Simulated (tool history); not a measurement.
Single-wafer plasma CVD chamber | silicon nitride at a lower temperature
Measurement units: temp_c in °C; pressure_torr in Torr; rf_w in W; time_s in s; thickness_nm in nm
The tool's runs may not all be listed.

run	hour	temp_c	pressure_torr	rf_w	time_s	thickness_nm
1	0	365	1.88	360	28.5	40.514
2	1.2	365	1.98	370	28.5	41.544
3	4.3	365	1.98	340	28.5	39.794
4	10.7	365	2.07	355	28.5	41.004
5	17.4	357	2.07	355	28.5	41.521
6	23.1	357	2.14	365	28.5	41.815
7	30.4	357	2.18	380	28.5	43.563

Predict the results of run 8:
8	36.4	357	2.21	385	28.5	?

{"run 8": {"thickness_nm": 43.579}}
